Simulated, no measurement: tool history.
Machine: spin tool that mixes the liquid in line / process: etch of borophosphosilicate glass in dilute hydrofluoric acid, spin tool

run,hour,temperature setpoint of the liquid (C),parts of water to one part of 49 % hydrofluoric acid (parts by volume),time under the liquid (s),thickness taken off the borophosphosilicate glass on a monitor wafer (Å)
1,0,21,225,35,41.396
2,5.7,22,220,35,44.622
3,8.5,23,220,35,46.257
4,13.3,23.5,220,35,47.35
5,16.8,24,220,35,47.902
6,25.2,24.5,220,35,48.775
# hour 30.2: thermometer replaced
7,30.2,25,220,35,52.089
8,32.4,25.5,220,35,52.966
9,36.1,26,220,35,55.093

Run 10, settings as shown, results not yet in. Your forecast:
10,38.6,26.5,220,35,?

thickness taken off the borophosphosilicate glass on a monitor wafer (Å): 55.117

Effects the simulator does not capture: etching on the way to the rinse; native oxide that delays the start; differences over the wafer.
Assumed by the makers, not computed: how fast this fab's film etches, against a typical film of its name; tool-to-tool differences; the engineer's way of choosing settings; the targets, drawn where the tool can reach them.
